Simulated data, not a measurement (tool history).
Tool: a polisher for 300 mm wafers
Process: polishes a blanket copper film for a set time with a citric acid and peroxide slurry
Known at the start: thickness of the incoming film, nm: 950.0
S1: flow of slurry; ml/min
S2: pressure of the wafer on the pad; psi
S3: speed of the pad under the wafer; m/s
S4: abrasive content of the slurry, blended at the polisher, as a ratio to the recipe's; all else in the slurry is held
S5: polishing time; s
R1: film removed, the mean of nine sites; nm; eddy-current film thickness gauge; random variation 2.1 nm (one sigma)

run	day	S1	S2	S3	S4	S5	R1
1	0.000	205	3.2	0.90	1.0	49	103.730
2	0.133	205	3.5	0.90	1.0	49	113.730
3	0.362	205	3.5	0.74	1.0	49	96.933
4	0.496	205	3.0	0.74	1.0	49	85.860
5	0.867	205	2.6	0.74	1.0	49	73.673
6	0.896	205	3.1	0.76	1.0	49	88.396

The next listed run, before its measurement:
7	0.971	205	3.5	0.78	1.0	49	?

R1: 102.470 nm
